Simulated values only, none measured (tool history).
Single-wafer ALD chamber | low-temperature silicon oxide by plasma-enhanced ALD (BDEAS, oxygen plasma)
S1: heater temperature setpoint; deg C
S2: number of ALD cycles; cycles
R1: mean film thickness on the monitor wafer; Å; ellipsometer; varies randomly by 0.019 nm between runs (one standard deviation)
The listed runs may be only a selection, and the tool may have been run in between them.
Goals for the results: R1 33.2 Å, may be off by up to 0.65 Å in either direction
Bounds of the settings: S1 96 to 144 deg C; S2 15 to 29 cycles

| run | hour | S1 | S2 | R1 |
|---|---|---|---|---|
| 1 | 0 | 120 | 22 | 29.735 |
| 2 | 0.6 | 120 | 20 | 26.98 |
| 3 | 6.5 | 129 | 20 | 26.444 |
| 4 | 8.7 | 136 | 20 | 26.007 |
| 5 | 17.4 | 134 | 21 | 27.281 |
| 6 | 26.4 | 128 | 21 | 27.635 |
| 7 | 27.1 | 126 | 22 | 29.252 |
| 8 | 32.1 | 124 | 22 | 29.211 |
| 9 | 38.3 | 122 | 23 | 30.595 |
| 10 | 44 | 121 | 23 | 30.687 |
| 11 | 51.2 | 120 | 23 | 31.001 |
| 12 | 53 | 118 | 23 | 30.763 |
| 13 | 56.7 | 117 | 24 | 32.342 |
| 14 | 65.1 | 116 | 24 | 32.423 |

Which one of the following 5 next-run settings gets every result inside its allowed miss? There is exactly one.
| A | 73.5 | 122 | 24 | ? |
| B | 73.5 | 108 | 24 | ? |
| C | 73.5 | 103 | 25 | ? |
| D | 73.5 | 126 | 24 | ? |
| E | 73.5 | 127 | 26 | ? |

| move | R1 |
|---|---|
| A | 31.838 |
| B | 32.748 |
| C | 34.451 |
| D | 31.578 |
| E | 34.139 |
A: misses by more than the last run did
B: all results land within tolerance of their targets
C: carries the result that was furthest off beyond its target, to the other side
D: misses by more than the last run did
E: carries the result that was furthest off beyond its target, to the other side
B meets every target.

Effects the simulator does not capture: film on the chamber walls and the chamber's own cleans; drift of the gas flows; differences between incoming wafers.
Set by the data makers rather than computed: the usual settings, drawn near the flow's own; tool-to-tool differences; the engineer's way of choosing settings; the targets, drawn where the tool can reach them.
